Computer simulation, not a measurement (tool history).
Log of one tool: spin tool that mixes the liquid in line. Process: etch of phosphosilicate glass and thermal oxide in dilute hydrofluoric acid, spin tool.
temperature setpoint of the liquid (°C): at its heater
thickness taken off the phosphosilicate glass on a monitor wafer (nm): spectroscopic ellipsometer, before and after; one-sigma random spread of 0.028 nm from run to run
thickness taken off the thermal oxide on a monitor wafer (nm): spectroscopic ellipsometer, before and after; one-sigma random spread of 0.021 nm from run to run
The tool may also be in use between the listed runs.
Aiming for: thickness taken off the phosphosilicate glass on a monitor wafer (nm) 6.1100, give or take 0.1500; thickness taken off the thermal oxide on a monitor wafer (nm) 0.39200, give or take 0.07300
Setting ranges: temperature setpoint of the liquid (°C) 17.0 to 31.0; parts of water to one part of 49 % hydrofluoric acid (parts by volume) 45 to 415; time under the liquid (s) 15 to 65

run	hour	temperature setpoint of the liquid (°C)	parts of water to one part of 49 % hydrofluoric acid (parts by volume)	time under the liquid (s)	thickness taken off the phosphosilicate glass on a monitor wafer (nm)	thickness taken off the thermal oxide on a monitor wafer (nm)
1	0.0	23.0	230	35	9.5015	0.64583
2	3.1	20.5	230	35	8.7372	0.52971
3	11.3	20.5	245	35	8.1027	0.52897
4	17.8	23.5	245	35	9.0244	0.56561
5	26.6	23.5	205	35	11.2770	0.77193
6	33.1	26.0	205	35	12.3460	0.74641
7	41.1	24.0	225	35	10.2680	0.68962
8	43.8	22.0	240	35	8.7190	0.62811
9	44.5	21.0	250	35	8.0103	0.52144
10	52.1	20.0	255	35	7.4993	0.49278
11	52.7	19.0	260	35	7.1002	0.49317
12	57.7	18.5	265	35	6.7682	0.45459
13	65.4	18.0	270	35	6.5273	0.42175

5 candidate next runs follow, results not yet known. Just one meets every target within its allowed miss. Identify it.
A	73.1	19.5	340	50	?	?
B	73.1	18.5	235	30	?	?
C	73.1	17.5	250	35	?	?
D	73.1	18.0	250	30	?	?
E	73.1	17.0	280	40	?	?

move	thickness taken off the phosphosilicate glass on a monitor wafer (nm)	thickness taken off the thermal oxide on a monitor wafer (nm)
A	7.3693	0.49771
B	6.7625	0.45673
C	7.0402	0.47548
D	6.1518	0.41548
E	6.8666	0.46376
A: further off than the last run
B: further off than the last run
C: further off than the last run
D: all results in spec
E: further off than the last run
Move D is the one to make.
